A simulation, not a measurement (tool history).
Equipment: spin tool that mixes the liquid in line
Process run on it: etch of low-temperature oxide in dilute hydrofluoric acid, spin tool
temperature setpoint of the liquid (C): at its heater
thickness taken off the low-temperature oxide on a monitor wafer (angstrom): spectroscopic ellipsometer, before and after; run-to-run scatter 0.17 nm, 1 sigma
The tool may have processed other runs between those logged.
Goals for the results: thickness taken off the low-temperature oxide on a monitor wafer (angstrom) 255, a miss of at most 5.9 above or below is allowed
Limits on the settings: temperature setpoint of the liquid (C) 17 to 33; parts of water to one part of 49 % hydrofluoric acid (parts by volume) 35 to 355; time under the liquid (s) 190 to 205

run,hour,temperature setpoint of the liquid (C),parts of water to one part of 49 % hydrofluoric acid (parts by volume),time under the liquid (s),thickness taken off the low-temperature oxide on a monitor wafer (angstrom)
1,0,25,195,190,142.1
2,3.9,27.5,195,190,153.59
3,5.7,29,180,190,177.94
4,9.3,31.5,180,190,195.18
5,17.5,32,170,190,215.06
6,25.5,32.5,165,190,225.78
7,31.8,32.5,160,190,232.22
8,34.2,32.5,155,190,243.5
# hour 40.9: thermometer replaced
9,40.9,33,155,190,235.58
10,42.5,33,150,190,244.54
11,47.7,33,150,190,241.24

Next run, 4 choices. One meets every target within its allowed miss, the rest don't. Which?
A,52.9,32.5,145,205,?
B,52.9,30,155,195,?
C,52.9,33,140,195,?
D,52.9,32,140,190,?

move,thickness taken off the low-temperature oxide on a monitor wafer (angstrom)
A,269.73
B,216.71
C,272.36
D,256.17
A: moves the result that the last run missed by most past its target, out the other side
B: the biggest miss grows against the last run
C: moves the result that the last run missed by most past its target, out the other side
D: all results land within tolerance of their targets
Go with D: it meets all targets.

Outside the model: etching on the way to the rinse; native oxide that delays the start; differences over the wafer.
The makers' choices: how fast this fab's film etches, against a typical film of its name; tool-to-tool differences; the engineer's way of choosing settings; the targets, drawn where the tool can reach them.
